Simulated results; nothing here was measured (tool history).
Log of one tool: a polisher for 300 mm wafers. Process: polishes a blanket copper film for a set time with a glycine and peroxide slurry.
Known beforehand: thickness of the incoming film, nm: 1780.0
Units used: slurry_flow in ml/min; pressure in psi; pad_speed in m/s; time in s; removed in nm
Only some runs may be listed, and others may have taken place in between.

| run | day | slurry_flow | pressure | pad_speed | time | removed |
|---|---|---|---|---|---|---|
| 1 | 0 | 125 | 2 | 0.86 | 70 | 284.65 |
| 2 | 0.254 | 125 | 2 | 1.02 | 70 | 333.38 |
| 3 | 0.512 | 120 | 1.8 | 0.96 | 70 | 292.27 |
| 4 | 0.821 | 115 | 1.6 | 0.9 | 70 | 254.26 |
| 5 | 1.021 | 140 | 1.6 | 0.9 | 70 | 267.04 |
| 6 | 1.158 | 140 | 1.6 | 0.9 | 70 | 265.43 |

Forecast run 7:
| 7 | 1.192 | 135 | 1.5 | 0.86 | 70 | ? |

Logged for run 7: removed 244.72 nm.
